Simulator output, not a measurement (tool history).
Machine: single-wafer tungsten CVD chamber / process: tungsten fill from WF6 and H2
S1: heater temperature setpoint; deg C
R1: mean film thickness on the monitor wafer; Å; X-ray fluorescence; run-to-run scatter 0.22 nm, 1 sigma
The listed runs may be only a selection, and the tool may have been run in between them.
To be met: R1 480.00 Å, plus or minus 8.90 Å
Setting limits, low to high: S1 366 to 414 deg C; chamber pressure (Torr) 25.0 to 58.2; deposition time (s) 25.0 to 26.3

{"run": 1, "day": 0.0, "S1": 390, "chamber pressure (Torr)": 41.6, "deposition time (s)": 26.3, "R1": 792.84}
{"run": 2, "day": 0.321, "S1": 384, "chamber pressure (Torr)": 40.7, "deposition time (s)": 26.3, "R1": 710.67}
{"run": 3, "day": 0.567, "S1": 375, "chamber pressure (Torr)": 40.7, "deposition time (s)": 26.3, "R1": 611.66}
{"run": 4, "day": 0.679, "S1": 375, "chamber pressure (Torr)": 40.7, "deposition time (s)": 25.0, "R1": 577.66}
{"run": 5, "day": 0.838, "S1": 375, "chamber pressure (Torr)": 40.7, "deposition time (s)": 26.3, "R1": 609.92}
{"run": 6, "day": 0.921, "S1": 386, "chamber pressure (Torr)": 40.7, "deposition time (s)": 26.3, "R1": 736.98}
{"run": 7, "day": 1.217, "S1": 381, "chamber pressure (Torr)": 38.9, "deposition time (s)": 26.2, "R1": 657.54}
{"run": 8, "day": 1.575, "S1": 377, "chamber pressure (Torr)": 37.8, "deposition time (s)": 26.2, "R1": 606.45}
{"run": 9, "day": 1.7, "S1": 374, "chamber pressure (Torr)": 36.9, "deposition time (s)": 26.2, "R1": 573.39}
{"run": 10, "day": 1.775, "S1": 372, "chamber pressure (Torr)": 36.0, "deposition time (s)": 26.2, "R1": 539.15}
{"run": 11, "day": 2.121, "S1": 371, "chamber pressure (Torr)": 35.8, "deposition time (s)": 26.2, "R1": 527.33}
{"run": 12, "day": 2.296, "S1": 370, "chamber pressure (Torr)": 35.7, "deposition time (s)": 26.2, "R1": 519.73}
{"run": 13, "day": 2.388, "S1": 369, "chamber pressure (Torr)": 35.5, "deposition time (s)": 26.2, "R1": 505.58}
{"run": 14, "day": 2.733, "S1": 369, "chamber pressure (Torr)": 35.5, "deposition time (s)": 26.2, "R1": 504.72}
{"run": 15, "day": 2.912, "S1": 368, "chamber pressure (Torr)": 35.5, "deposition time (s)": 26.2, "R1": 498.01}

Exercise: of the 4 proposed moves below, exactly one satisfies all targets within the stated allowed misses. Which move is it?
{"run": "A", "day": 3.092, "S1": 373, "chamber pressure (Torr)": 30.4, "deposition time (s)": 25.1, "R1": "?"}
{"run": "B", "day": 3.092, "S1": 371, "chamber pressure (Torr)": 35.8, "deposition time (s)": 26.3, "R1": "?"}
{"run": "C", "day": 3.092, "S1": 376, "chamber pressure (Torr)": 28.5, "deposition time (s)": 26.3, "R1": "?"}
{"run": "D", "day": 3.092, "S1": 368, "chamber pressure (Torr)": 41.1, "deposition time (s)": 25.2, "R1": "?"}

move=A R1=479.10
move=B R1=530.59
move=C R1=510.21
move=D R1=518.42
A: all results in spec
B: further off than the last run
C: further off than the last run
D: further off than the last run
Move A is the one to make.
